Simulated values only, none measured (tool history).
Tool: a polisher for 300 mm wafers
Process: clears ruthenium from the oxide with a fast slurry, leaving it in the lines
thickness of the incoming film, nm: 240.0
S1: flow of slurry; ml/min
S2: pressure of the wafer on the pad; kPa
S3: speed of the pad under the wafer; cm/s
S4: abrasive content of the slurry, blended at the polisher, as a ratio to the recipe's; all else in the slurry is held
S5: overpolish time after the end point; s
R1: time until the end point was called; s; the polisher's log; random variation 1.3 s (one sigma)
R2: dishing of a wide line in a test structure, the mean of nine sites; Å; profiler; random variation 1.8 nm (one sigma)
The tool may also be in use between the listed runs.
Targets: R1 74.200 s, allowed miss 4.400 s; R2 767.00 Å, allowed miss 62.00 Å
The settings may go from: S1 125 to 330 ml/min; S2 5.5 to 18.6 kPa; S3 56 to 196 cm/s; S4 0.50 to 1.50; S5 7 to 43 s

| run | hour | S1 | S2 | S3 | S4 | S5 | R1 | R2 |
|---|---|---|---|---|---|---|---|---|
| 1 | 0.0 | 210 | 11.7 | 126 | 1.00 | 22 | 82.446 | 505.23 |
| 2 | 1.4 | 210 | 11.7 | 126 | 1.00 | 23 | 81.673 | 536.12 |
| 3 | 6.6 | 210 | 11.7 | 126 | 1.10 | 23 | 75.210 | 560.90 |
| 4 | 12.2 | 210 | 11.7 | 126 | 1.10 | 24 | 75.411 | 566.56 |
| 5 | 19.1 | 210 | 11.7 | 126 | 1.10 | 25 | 73.411 | 584.07 |
| 6 | 24.5 | 210 | 11.7 | 126 | 1.10 | 30 | 76.035 | 680.08 |
| 7 | 28.7 | 210 | 11.7 | 126 | 1.10 | 30 | 75.986 | 677.10 |
| 8 | 29.2 | 210 | 11.7 | 126 | 1.10 | 32 | 77.740 | 700.88 |

4 next moves are on the table. One of them brings every result within its allowed miss. Which?
| A | 29.7 | 320 | 11.0 | 136 | 1.05 | 35 | ? | ? |
| B | 29.7 | 200 | 12.4 | 120 | 1.20 | 25 | ? | ? |
| C | 29.7 | 220 | 17.9 | 90 | 0.90 | 40 | ? | ? |
| D | 29.7 | 230 | 10.3 | 136 | 1.00 | 43 | ? | ? |

| move | R1 | R2 |
|---|---|---|
| A | 74.631 | 763.49 |
| B | 74.100 | 595.84 |
| C | 84.432 | 769.03 |
| D | 84.067 | 811.56 |
A: meets every target
B: further off than the last run
C: brings the result that was furthest off to its target, and leaves another outside
D: brings the result that was furthest off to its target, and leaves another outside
Answer: A
